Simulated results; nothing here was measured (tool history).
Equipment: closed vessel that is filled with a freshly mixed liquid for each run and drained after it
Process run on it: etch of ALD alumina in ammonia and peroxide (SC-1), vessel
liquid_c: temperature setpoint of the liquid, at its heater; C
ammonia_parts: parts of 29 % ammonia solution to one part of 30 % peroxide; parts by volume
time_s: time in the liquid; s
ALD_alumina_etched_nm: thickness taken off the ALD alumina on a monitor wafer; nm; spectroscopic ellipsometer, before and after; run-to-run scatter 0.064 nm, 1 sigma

Run 1, hour 0.0: liquid_c 62.0 C, ammonia_parts 0.45 parts by volume, time_s 90 s. Result: ALD_alumina_etched_nm 11.150 nm.
Run 2, hour 1.0: liquid_c 62.0 C, ammonia_parts 0.60 parts by volume, time_s 90 s. Result: ALD_alumina_etched_nm 11.405 nm.
Run 3, hour 1.9: liquid_c 62.0 C, ammonia_parts 0.60 parts by volume, time_s 95 s. Result: ALD_alumina_etched_nm 12.047 nm.
Run 4, hour 10.6: liquid_c 63.5 C, ammonia_parts 0.60 parts by volume, time_s 95 s. Result: ALD_alumina_etched_nm 13.041 nm.
Run 5, hour 17.9: liquid_c 58.5 C, ammonia_parts 0.60 parts by volume, time_s 95 s. Result: ALD_alumina_etched_nm 10.040 nm.
Run 6, hour 25.0: liquid_c 58.5 C, ammonia_parts 0.70 parts by volume, time_s 95 s. Result: ALD_alumina_etched_nm 10.217 nm.

Run 7 comes next. What will it give?
Run 7, hour 32.7: liquid_c 66.5 C, ammonia_parts 0.70 parts by volume, time_s 95 s. Result: ALD_alumina_etched_nm ?.

Run 7 came out at ALD_alumina_etched_nm 15.293 nm.

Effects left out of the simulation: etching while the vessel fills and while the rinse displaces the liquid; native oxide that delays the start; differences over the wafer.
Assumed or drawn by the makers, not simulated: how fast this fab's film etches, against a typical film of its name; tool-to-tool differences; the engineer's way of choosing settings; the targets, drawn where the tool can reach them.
